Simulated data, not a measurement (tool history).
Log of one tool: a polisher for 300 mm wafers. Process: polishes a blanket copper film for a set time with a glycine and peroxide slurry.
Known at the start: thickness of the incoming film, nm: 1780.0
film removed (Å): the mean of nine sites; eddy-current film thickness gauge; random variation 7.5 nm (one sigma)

run,hour,flow of slurry (ml/min),pressure of the wafer on the pad (psi),speed of the pad under the wafer (m/s),polishing time (s),film removed (Å)
1,0,190,2.4,1.1,89,4401.4
2,1.2,190,2.4,0.98,89,4033.4
3,9.6,215,2.4,0.98,89,4106.5
4,14.8,215,2.5,0.98,89,4253.1
5,18.1,215,2.5,0.98,89,4161.3
6,20.7,235,2.5,0.98,89,4252
7,25.1,235,2.6,1,89,4419.9
8,33.9,235,2.7,1.02,89,4526.2

Run 9 comes next. What will it give?
9,38.3,235,2.8,1.06,89,?

Run 9 gave film removed (Å) 4857.8.
